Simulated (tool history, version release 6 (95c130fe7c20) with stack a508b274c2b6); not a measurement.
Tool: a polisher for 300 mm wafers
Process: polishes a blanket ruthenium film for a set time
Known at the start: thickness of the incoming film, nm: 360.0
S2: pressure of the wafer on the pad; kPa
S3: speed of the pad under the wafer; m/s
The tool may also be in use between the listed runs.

Run 1, hour 0.0: flow of slurry (ml/min) 125, S2 11.7 kPa, S3 1.04 m/s, polishing time (s) 50. Result: film removed (nm) 46.366.
Run 2, hour 1.5: flow of slurry (ml/min) 120, S2 11.0 kPa, S3 1.04 m/s, polishing time (s) 50. Result: film removed (nm) 43.259.
Run 3, hour 4.9: flow of slurry (ml/min) 120, S2 13.8 kPa, S3 1.04 m/s, polishing time (s) 50. Result: film removed (nm) 52.863.
Run 4, hour 11.8: flow of slurry (ml/min) 120, S2 13.8 kPa, S3 1.04 m/s, polishing time (s) 50. Result: film removed (nm) 52.465.
Run 5, hour 15.9: flow of slurry (ml/min) 120, S2 15.9 kPa, S3 1.04 m/s, polishing time (s) 50. Result: film removed (nm) 61.396.
Run 6, hour 23.5: flow of slurry (ml/min) 100, S2 15.9 kPa, S3 1.04 m/s, polishing time (s) 50. Result: film removed (nm) 58.775.
Run 7, hour 30.2: flow of slurry (ml/min) 100, S2 15.2 kPa, S3 1.04 m/s, polishing time (s) 50. Result: film removed (nm) 56.899.
Run 8, hour 31.6: flow of slurry (ml/min) 100, S2 14.5 kPa, S3 1.04 m/s, polishing time (s) 50. Result: film removed (nm) 53.182.
At hour 40.5: worn pad replaced by a new one.
Run 9, hour 40.5: flow of slurry (ml/min) 100, S2 13.8 kPa, S3 1.04 m/s, polishing time (s) 50. Result: film removed (nm) 56.727.
Run 10, hour 49.3: flow of slurry (ml/min) 110, S2 13.1 kPa, S3 1.04 m/s, polishing time (s) 50. Result: film removed (nm) 55.276.
Run 11, hour 51.1: flow of slurry (ml/min) 120, S2 12.4 kPa, S3 1.02 m/s, polishing time (s) 50. Result: film removed (nm) 54.523.
Run 12, hour 57.8: flow of slurry (ml/min) 120, S2 11.7 kPa, S3 1.04 m/s, polishing time (s) 50. Result: film removed (nm) 51.627.
Run 13, hour 63.3: flow of slurry (ml/min) 120, S2 11.0 kPa, S3 1.02 m/s, polishing time (s) 50. Result: film removed (nm) 46.452.
Run 14, hour 70.1: flow of slurry (ml/min) 120, S2 10.3 kPa, S3 1.02 m/s, polishing time (s) 50. Result: film removed (nm) 44.569.
Run 15, hour 76.6: flow of slurry (ml/min) 110, S2 9.0 kPa, S3 1.02 m/s, polishing time (s) 50. Result: film removed (nm) 38.788.

The next listed run, before its measurement:
Run 16, hour 83.5: flow of slurry (ml/min) 115, S2 9.0 kPa, S3 1.02 m/s, polishing time (s) 50. Result: film removed (nm) ?.

{"run 16": {"film removed (nm)": 38.331}}
